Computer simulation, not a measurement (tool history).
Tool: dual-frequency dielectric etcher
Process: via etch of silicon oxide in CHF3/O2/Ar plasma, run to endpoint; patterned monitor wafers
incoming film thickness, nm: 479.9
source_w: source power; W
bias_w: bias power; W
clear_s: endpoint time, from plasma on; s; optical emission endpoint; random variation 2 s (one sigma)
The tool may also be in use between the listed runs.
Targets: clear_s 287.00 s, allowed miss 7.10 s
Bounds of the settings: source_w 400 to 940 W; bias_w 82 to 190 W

{"run": 1, "hour": 0.0, "source_w": 670, "bias_w": 136, "clear_s": 248.61}
{"run": 2, "hour": 5.8, "source_w": 600, "bias_w": 136, "clear_s": 264.45}
{"run": 3, "hour": 12.6, "source_w": 600, "bias_w": 147, "clear_s": 259.32}
{"run": 4, "hour": 17.3, "source_w": 600, "bias_w": 134, "clear_s": 264.76}
{"run": 5, "hour": 18.4, "source_w": 690, "bias_w": 134, "clear_s": 244.44}
{"run": 6, "hour": 22.3, "source_w": 690, "bias_w": 146, "clear_s": 246.95}
{"run": 7, "hour": 26.9, "source_w": 550, "bias_w": 143, "clear_s": 274.38}
{"run": 8, "hour": 32.1, "source_w": 540, "bias_w": 142, "clear_s": 277.39}
{"run": 9, "hour": 37.5, "source_w": 540, "bias_w": 142, "clear_s": 273.06}
{"run": 10, "hour": 41.0, "source_w": 460, "bias_w": 137, "clear_s": 297.73}
{"run": 11, "hour": 44.6, "source_w": 470, "bias_w": 138, "clear_s": 294.89}

Which of these 5 next moves meets every target?
{"run": "A", "hour": 48.2, "source_w": 550, "bias_w": 118, "clear_s": "?"}
{"run": "B", "hour": 48.2, "source_w": 560, "bias_w": 129, "clear_s": "?"}
{"run": "C", "hour": 48.2, "source_w": 560, "bias_w": 148, "clear_s": "?"}
{"run": "D", "hour": 48.2, "source_w": 470, "bias_w": 109, "clear_s": "?"}
{"run": "E", "hour": 48.2, "source_w": 460, "bias_w": 132, "clear_s": "?"}

move=A clear_s=286.03
move=B clear_s=278.01
move=C clear_s=269.35
move=D clear_s=315.07
move=E clear_s=305.45
A: meets every target
B: takes the result that was furthest off past its target
C: takes the result that was furthest off past its target
D: further off than the last run
E: further off than the last run
Answer: A
